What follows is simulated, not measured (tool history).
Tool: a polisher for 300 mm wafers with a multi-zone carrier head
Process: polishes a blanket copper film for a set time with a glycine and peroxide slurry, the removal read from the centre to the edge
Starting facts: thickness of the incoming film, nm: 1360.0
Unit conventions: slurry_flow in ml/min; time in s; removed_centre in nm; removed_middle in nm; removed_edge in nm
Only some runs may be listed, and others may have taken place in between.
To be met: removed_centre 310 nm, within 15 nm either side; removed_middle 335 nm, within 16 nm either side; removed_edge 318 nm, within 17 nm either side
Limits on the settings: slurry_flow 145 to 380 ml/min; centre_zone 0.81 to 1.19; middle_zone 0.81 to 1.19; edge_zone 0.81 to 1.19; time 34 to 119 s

Run 1, hour 0: slurry_flow 245 ml/min, centre_zone 1, middle_zone 1, edge_zone 1, time 76 s. Result: removed_centre 482.07 nm, removed_middle 500.1 nm, removed_edge 493.31 nm.
Run 2, hour 6.6: slurry_flow 245 ml/min, centre_zone 1, middle_zone 1.04, edge_zone 1, time 76 s. Result: removed_centre 485.04 nm, removed_middle 512.35 nm, removed_edge 512.01 nm.
Run 3, hour 12.8: slurry_flow 245 ml/min, centre_zone 0.98, middle_zone 1.01, edge_zone 0.98, time 71 s. Result: removed_centre 435.93 nm, removed_middle 457.07 nm, removed_edge 452.23 nm.
Run 4, hour 15.4: slurry_flow 245 ml/min, centre_zone 0.98, middle_zone 0.97, edge_zone 0.98, time 71 s. Result: removed_centre 455.57 nm, removed_middle 448.05 nm, removed_edge 467.15 nm.
Run 5, hour 23.1: slurry_flow 210 ml/min, centre_zone 0.98, middle_zone 0.97, edge_zone 0.98, time 71 s. Result: removed_centre 428.92 nm, removed_middle 434.9 nm, removed_edge 441.07 nm.
Run 6, hour 27.8: slurry_flow 200 ml/min, centre_zone 0.97, middle_zone 0.97, edge_zone 0.95, time 68 s. Result: removed_centre 405.32 nm, removed_middle 426.27 nm, removed_edge 428.87 nm.
Run 7, hour 31.1: slurry_flow 195 ml/min, centre_zone 0.98, middle_zone 0.98, edge_zone 0.94, time 64 s. Result: removed_centre 392.01 nm, removed_middle 388.91 nm, removed_edge 403.35 nm.
Run 8, hour 39.8: slurry_flow 195 ml/min, centre_zone 0.98, middle_zone 1.01, edge_zone 0.91, time 61 s. Result: removed_centre 361.24 nm, removed_middle 389.2 nm, removed_edge 372.87 nm.
Run 9, hour 40.6: slurry_flow 195 ml/min, centre_zone 0.98, middle_zone 1, edge_zone 0.9, time 59 s. Result: removed_centre 349.27 nm, removed_middle 370.63 nm, removed_edge 370.76 nm.
Run 10, hour 45.7: slurry_flow 185 ml/min, centre_zone 0.99, middle_zone 1.01, edge_zone 0.89, time 57 s. Result: removed_centre 334.52 nm, removed_middle 358.89 nm, removed_edge 344.39 nm.
Run 11, hour 52.9: slurry_flow 180 ml/min, centre_zone 0.99, middle_zone 1.01, edge_zone 0.88, time 56 s. Result: removed_centre 337.6 nm, removed_middle 344.08 nm, removed_edge 341.73 nm.
Run 12, hour 58: slurry_flow 180 ml/min, centre_zone 0.99, middle_zone 1.02, edge_zone 0.87, time 55 s. Result: removed_centre 324.53 nm, removed_middle 341.86 nm, removed_edge 330.22 nm.
Run 13, hour 66: slurry_flow 180 ml/min, centre_zone 0.99, middle_zone 1.02, edge_zone 0.86, time 55 s. Result: removed_centre 325.88 nm, removed_middle 341.95 nm, removed_edge 328.92 nm.
Run 14, hour 67.8: slurry_flow 180 ml/min, centre_zone 0.99, middle_zone 1.02, edge_zone 0.85, time 55 s. Result: removed_centre 320 nm, removed_middle 336.49 nm, removed_edge 321.92 nm.
Run 15, hour 70.2: slurry_flow 180 ml/min, centre_zone 0.98, middle_zone 1.02, edge_zone 0.84, time 55 s. Result: removed_centre 329.96 nm, removed_middle 339.09 nm, removed_edge 320.93 nm.

5 candidate next runs follow, results not yet known. Just one meets every target within its allowed miss. Identify it.
Run A, hour 72.6: slurry_flow 190 ml/min, centre_zone 1.08, middle_zone 0.94, edge_zone 0.81, time 55 s. Result: removed_centre ?, removed_middle ?, removed_edge ?.
Run B, hour 72.6: slurry_flow 240 ml/min, centre_zone 1.06, middle_zone 1.02, edge_zone 0.81, time 50 s. Result: removed_centre ?, removed_middle ?, removed_edge ?.
Run C, hour 72.6: slurry_flow 205 ml/min, centre_zone 0.97, middle_zone 1.03, edge_zone 0.88, time 52 s. Result: removed_centre ?, removed_middle ?, removed_edge ?.
Run D, hour 72.6: slurry_flow 145 ml/min, centre_zone 0.96, middle_zone 0.96, edge_zone 0.98, time 57 s. Result: removed_centre ?, removed_middle ?, removed_edge ?.
Run E, hour 72.6: slurry_flow 175 ml/min, centre_zone 1.12, middle_zone 0.95, edge_zone 0.81, time 57 s. Result: removed_centre ?, removed_middle ?, removed_edge ?.

move  removed_centre  removed_middle  removed_edge
   A          360.05           321.1        319.07
   B          334.63          324.11        297.68
   C          310.13          332.19        314.49
   D          310.75          320.02        343.13
   E          380.46          330.53        326.91
A: lands further from the targets than the last run did
B: lands further from the targets than the last run did
C: every result within its allowed miss
D: brings the last run's worst result on target, with another outside its allowed miss
E: lands further from the targets than the last run did
The right move is C.
